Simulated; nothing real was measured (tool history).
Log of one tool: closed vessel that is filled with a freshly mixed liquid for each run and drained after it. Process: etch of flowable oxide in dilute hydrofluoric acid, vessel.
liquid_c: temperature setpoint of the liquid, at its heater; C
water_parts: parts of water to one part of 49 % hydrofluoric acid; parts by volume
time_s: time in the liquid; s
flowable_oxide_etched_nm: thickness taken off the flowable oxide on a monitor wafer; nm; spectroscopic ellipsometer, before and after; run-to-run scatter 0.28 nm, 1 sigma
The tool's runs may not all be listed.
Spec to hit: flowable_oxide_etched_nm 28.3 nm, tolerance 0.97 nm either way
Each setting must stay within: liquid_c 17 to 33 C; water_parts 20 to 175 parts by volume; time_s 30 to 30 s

run,hour,liquid_c,water_parts,time_s,flowable_oxide_etched_nm
1,0,25,95,30,11.556
2,8.4,26,90,30,12.804
3,17,26.5,85,30,13.734
4,20.6,26.5,110,30,10.055
5,29.5,27,100,30,11.612
6,35.7,27.5,95,30,12.502
7,43.2,28,90,30,13.432
8,51.5,28.5,85,30,14.67
9,53.7,29,80,30,16.086
10,61.9,29.5,75,30,17.642
11,63.4,30,70,30,19.667
12,65.2,30.5,70,30,19.99
13,74,31,70,30,20.054
14,78.9,33,40,30,40.503
15,81.6,32,40,30,38.042
16,90.3,31,40,30,37.188
17,93.7,30,40,30,35.645
18,97,29.5,40,30,34.085
19,104.7,29,40,30,33.821
20,113.2,28.5,40,30,33.417
21,116.7,28,40,30,32.914

Below are 5 possible settings for the next run. Only one of them brings all results inside the allowed miss of their targets. Which is it?
A,120.2,26.5,40,30,?
B,120.2,32.5,55,30,?
C,120.2,31,35,30,?
D,120.2,29,35,30,?
E,120.2,28.5,35,30,?

move,flowable_oxide_etched_nm
A,31.111
B,28.027
C,42.911
D,39.626
E,38.838
A: closer than the last run, but not yet in spec
B: in spec on every target
C: the biggest miss grows against the last run
D: the biggest miss grows against the last run
E: the biggest miss grows against the last run
The right move is B.

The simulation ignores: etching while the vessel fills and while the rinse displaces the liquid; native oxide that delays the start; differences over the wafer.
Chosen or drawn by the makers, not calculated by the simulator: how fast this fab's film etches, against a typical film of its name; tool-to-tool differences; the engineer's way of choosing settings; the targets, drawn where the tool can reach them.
